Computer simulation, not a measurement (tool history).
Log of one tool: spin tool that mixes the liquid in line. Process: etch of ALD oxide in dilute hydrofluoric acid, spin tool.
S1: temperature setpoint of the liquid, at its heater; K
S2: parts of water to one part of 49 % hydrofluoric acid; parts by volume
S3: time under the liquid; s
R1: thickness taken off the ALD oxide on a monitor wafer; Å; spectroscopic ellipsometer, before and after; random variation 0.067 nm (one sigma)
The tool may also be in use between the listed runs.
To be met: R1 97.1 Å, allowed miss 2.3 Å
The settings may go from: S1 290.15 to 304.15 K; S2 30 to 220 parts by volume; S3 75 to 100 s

Run 1, hour 0: S1 296.15 K, S2 125 parts by volume, S3 100 s. Result: R1 134.91 Å.
Run 2, hour 6: S1 294.65 K, S2 130 parts by volume, S3 100 s. Result: R1 122.21 Å.
Run 3, hour 8.4: S1 294.65 K, S2 130 parts by volume, S3 100 s. Result: R1 121.05 Å.
Run 4, hour 10.7: S1 293.65 K, S2 130 parts by volume, S3 100 s. Result: R1 117.14 Å.
Run 5, hour 14.8: S1 293.65 K, S2 130 parts by volume, S3 100 s. Result: R1 117.08 Å.
Run 6, hour 15.7: S1 295.65 K, S2 130 parts by volume, S3 100 s. Result: R1 125.6 Å.
Run 7, hour 20.5: S1 294.65 K, S2 130 parts by volume, S3 100 s. Result: R1 121.44 Å.
Run 8, hour 26.6: S1 293.65 K, S2 130 parts by volume, S3 100 s. Result: R1 116.12 Å.
Run 9, hour 30.8: S1 292.65 K, S2 130 parts by volume, S3 100 s. Result: R1 110.88 Å.
Run 10, hour 32.7: S1 292.15 K, S2 130 parts by volume, S3 100 s. Result: R1 109.49 Å.
Run 11, hour 37.1: S1 291.65 K, S2 130 parts by volume, S3 100 s. Result: R1 107.38 Å.
Run 12, hour 40.1: S1 291.15 K, S2 130 parts by volume, S3 100 s. Result: R1 106.49 Å.

Which of these 5 next moves meets every target?
Run A, hour 43.1: S1 290.65 K, S2 105 parts by volume, S3 75 s. Result: R1 ?.
Run B, hour 43.1: S1 293.15 K, S2 135 parts by volume, S3 100 s. Result: R1 ?.
Run C, hour 43.1: S1 290.65 K, S2 115 parts by volume, S3 100 s. Result: R1 ?.
Run D, hour 43.1: S1 290.65 K, S2 135 parts by volume, S3 95 s. Result: R1 ?.
Run E, hour 43.1: S1 290.65 K, S2 125 parts by volume, S3 95 s. Result: R1 ?.

move      R1
   A  98.438
   B  109.59
   C   118.6
   D  94.053
   E  102.61
A: meets every target
B: further off than the last run
C: further off than the last run
D: takes the result that was furthest off past its target
E: nearer than the last run, and not there yet
Answer: A
